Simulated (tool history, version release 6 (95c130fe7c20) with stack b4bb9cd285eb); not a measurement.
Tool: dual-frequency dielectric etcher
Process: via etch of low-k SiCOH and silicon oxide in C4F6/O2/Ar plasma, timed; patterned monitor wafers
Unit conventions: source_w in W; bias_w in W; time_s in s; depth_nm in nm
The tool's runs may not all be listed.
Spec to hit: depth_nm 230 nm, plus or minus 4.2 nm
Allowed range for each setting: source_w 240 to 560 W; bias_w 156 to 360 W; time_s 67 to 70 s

run,hour,source_w,bias_w,time_s,depth_nm
1,0,400,258,67,187.74
2,9,430,269,67,196.41
3,15.9,460,276,67,203.84
4,17.5,410,276,67,193.87
5,19.7,380,276,67,187.05
6,23.1,340,276,67,179.83
7,28.1,380,283,67,189.36
# hour 31.1: wet clean of the chamber
8,31.1,420,288,67,206.82
9,33.3,490,292,67,220.18
10,39.3,500,293,67,223.1
11,43.9,510,293,67,225.08
12,48.2,510,293,67,225.41
13,56.9,510,293,67,224.11

4 candidate next runs follow, results not yet known. Just one meets every target within its allowed miss. Identify it.
A,65.6,460,279,68,?
B,65.6,460,262,69.5,?
C,65.6,480,306,69,?
D,65.6,410,324,69.5,?

move,depth_nm
A,215.11
B,215.33
C,229.06
D,220.67
A: lands further from the targets than the last run did
B: lands further from the targets than the last run did
C: each result inside its tolerance
D: lands further from the targets than the last run did
Go with C: it meets all targets.
